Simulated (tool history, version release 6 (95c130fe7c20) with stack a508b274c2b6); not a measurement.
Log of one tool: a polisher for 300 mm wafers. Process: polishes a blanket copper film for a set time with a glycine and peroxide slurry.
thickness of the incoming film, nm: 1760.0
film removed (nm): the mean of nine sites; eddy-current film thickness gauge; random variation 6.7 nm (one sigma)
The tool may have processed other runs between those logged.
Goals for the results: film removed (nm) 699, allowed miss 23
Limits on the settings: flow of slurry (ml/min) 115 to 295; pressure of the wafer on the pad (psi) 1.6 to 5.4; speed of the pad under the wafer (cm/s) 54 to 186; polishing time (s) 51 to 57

run,hour,flow of slurry (ml/min),pressure of the wafer on the pad (psi),speed of the pad under the wafer (cm/s),polishing time (s),film removed (nm)
1,0,190,3.5,118,57,515.01
2,4.9,155,3.5,118,57,509.07
3,12.4,155,3.5,130,57,546.27
4,19.9,155,3.5,130,57,558.63
5,27.6,155,4,130,57,624.19
6,31.1,155,4,130,51,550.56
7,33.9,155,4.4,130,51,598.55
8,34.9,155,4.7,130,51,639.19
9,39,155,4.8,130,51,655.03
10,42.2,155,4.9,130,51,671.31

Which of these 5 next moves meets every target?
A,45.4,160,4.5,138,55,?
B,45.4,205,4.3,122,56,?
C,45.4,115,4.9,118,56,?
D,45.4,170,4.7,118,56,?
E,45.4,145,4.7,116,56,?

move,film removed (nm)
A,706.51
B,634.73
C,646.41
D,653.75
E,631.62
A: every result lands within tolerance
B: moves away from the targets compared with the last run
C: moves away from the targets compared with the last run
D: moves away from the targets compared with the last run
E: moves away from the targets compared with the last run
So the answer is move A, the one that meets all the targets.

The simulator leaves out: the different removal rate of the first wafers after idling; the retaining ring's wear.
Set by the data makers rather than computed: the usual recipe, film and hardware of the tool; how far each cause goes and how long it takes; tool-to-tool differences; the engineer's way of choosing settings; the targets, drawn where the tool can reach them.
